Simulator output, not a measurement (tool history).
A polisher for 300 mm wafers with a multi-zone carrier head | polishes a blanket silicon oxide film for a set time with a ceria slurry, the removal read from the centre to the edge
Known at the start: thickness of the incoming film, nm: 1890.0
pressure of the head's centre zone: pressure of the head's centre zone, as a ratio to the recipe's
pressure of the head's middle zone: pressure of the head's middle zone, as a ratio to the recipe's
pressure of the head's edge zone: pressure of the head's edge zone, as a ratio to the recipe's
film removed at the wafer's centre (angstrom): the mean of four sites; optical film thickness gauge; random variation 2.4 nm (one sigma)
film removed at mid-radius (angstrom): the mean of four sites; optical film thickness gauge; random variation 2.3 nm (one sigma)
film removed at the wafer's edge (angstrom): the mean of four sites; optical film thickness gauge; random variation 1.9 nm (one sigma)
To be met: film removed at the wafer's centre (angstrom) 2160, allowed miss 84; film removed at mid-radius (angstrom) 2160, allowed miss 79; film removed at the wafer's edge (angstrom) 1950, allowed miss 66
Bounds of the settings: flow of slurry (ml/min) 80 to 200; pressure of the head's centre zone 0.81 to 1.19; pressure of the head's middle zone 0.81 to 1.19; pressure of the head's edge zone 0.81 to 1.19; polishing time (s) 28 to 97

run,hour,flow of slurry (ml/min),pressure of the head's centre zone,pressure of the head's middle zone,pressure of the head's edge zone,polishing time (s),film removed at the wafer's centre (angstrom),film removed at mid-radius (angstrom),film removed at the wafer's edge (angstrom)
1,0,130,1,1,1,62,3048.7,3096.6,3033.3
2,5.2,130,1,1,0.95,62,3107.9,3111.3,2950.8
3,12.2,125,0.99,1,0.92,56,2673.3,2791.9,2564.7
4,12.8,125,0.99,1,0.85,56,2756.4,2771.4,2450
5,19.2,125,0.99,1,0.85,45,2199.3,2226.4,2030.9
6,22.9,125,0.99,1,0.85,58,2861.7,2853.7,2541.6
7,31.9,120,0.99,0.99,0.84,54,2598,2614.4,2376.1
8,32.4,125,0.99,0.99,0.83,51,2466.7,2484.3,2257.1
9,34.4,115,1,0.99,0.82,49,2348.9,2402.2,2128.5
10,43,115,1,0.99,0.82,49,2322.9,2371.8,2126
11,49.9,110,1.02,0.99,0.82,48,2375.9,2292.1,2070.4

5 next moves are on the table. One of them brings every result within its allowed miss. Which?
A,56.8,120,0.99,1.05,0.94,42,?,?,?
B,56.8,95,1.09,0.84,0.89,49,?,?,?
C,56.8,95,1.07,1.01,0.87,50,?,?,?
D,56.8,110,0.99,1.05,0.81,46,?,?,?
E,56.8,120,1,0.99,0.83,44,?,?,?

move,film removed at the wafer's centre (angstrom),film removed at mid-radius (angstrom),film removed at the wafer's edge (angstrom)
A,2043.3,2126.9,1941.3
B,2417.3,1917.3,2110
C,2424,2281.3,2126.1
D,2176.9,2274.2,1954.9
E,2161.4,2120.1,1923.4
A: takes the result that was furthest off past its target
B: further off than the last run
C: further off than the last run
D: brings the result that was furthest off to its target, and leaves another outside
E: meets every target
Answer: E
